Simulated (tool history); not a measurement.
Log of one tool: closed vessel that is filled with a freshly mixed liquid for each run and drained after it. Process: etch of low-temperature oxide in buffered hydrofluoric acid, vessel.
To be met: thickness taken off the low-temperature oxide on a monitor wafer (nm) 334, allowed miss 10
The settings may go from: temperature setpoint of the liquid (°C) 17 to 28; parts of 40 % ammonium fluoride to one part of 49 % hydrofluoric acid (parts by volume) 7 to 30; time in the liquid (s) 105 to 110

run,day,temperature setpoint of the liquid (°C),parts of 40 % ammonium fluoride to one part of 49 % hydrofluoric acid (parts by volume),time in the liquid (s),thickness taken off the low-temperature oxide on a monitor wafer (nm)
1,0,20,19,105,178.09
2,0.221,22.5,17.5,105,223.4
3,0.596,22.5,20,105,194.13
4,0.85,22.5,20,110,203.52
5,1.15,26,20,110,247.35
6,1.242,26.5,19,110,267.2
7,1.504,27,18,110,289.84
# day 1.738: thermometer replaced
8,1.738,27.5,17.5,110,287.39
9,1.988,27.5,16.5,110,303.48
10,2.308,27.5,16,110,311.66
11,2.6,27.5,15.5,110,322.31

4 next moves are on the table. One of them brings every result within its allowed miss. Which?
A,2.892,27.5,14,110,?
B,2.892,28,14,110,?
C,2.892,27.5,13.5,105,?
D,2.892,25,13,110,?

move,thickness taken off the low-temperature oxide on a monitor wafer (nm)
A,355.54
B,365.14
C,351.68
D,334.19
A: takes the result that was furthest off past its target
B: takes the result that was furthest off past its target
C: takes the result that was furthest off past its target
D: meets every target
The right move is D.
